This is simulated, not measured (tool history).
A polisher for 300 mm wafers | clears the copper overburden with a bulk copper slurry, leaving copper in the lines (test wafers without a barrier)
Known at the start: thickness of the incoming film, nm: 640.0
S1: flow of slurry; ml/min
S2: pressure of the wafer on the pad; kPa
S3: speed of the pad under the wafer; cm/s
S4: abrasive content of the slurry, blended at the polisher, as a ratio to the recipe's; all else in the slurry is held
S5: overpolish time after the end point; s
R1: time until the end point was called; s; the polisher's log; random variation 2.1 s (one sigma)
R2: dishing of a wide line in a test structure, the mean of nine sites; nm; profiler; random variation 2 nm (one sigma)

run	hour	S1	S2	S3	S4	S5	R1	R2
1	0.0	155	22.8	92	1.0	30	64.423	111.090
2	5.9	155	20.0	86	1.0	32	73.974	97.020
3	8.2	185	20.0	86	1.0	32	74.055	106.610
4	9.4	190	17.9	78	1.0	35	88.903	99.340
5	13.0	190	17.9	78	1.1	35	87.279	101.600
6	20.7	215	17.9	78	1.1	35	84.281	96.728
7	25.9	210	16.5	74	1.1	36	95.978	95.989
8	30.5	210	15.2	72	1.1	37	105.900	90.644
9	32.3	210	14.5	70	1.1	39	112.720	90.411
10	34.9	210	13.8	68	1.1	40	120.070	88.995
11	43.8	200	10.3	60	1.1	45	170.400	72.049

Run 12 comes next. What will it give?
12	51.1	205	10.3	60	1.1	47	?	?

R1: 169.610 s
R2: 73.753 nm
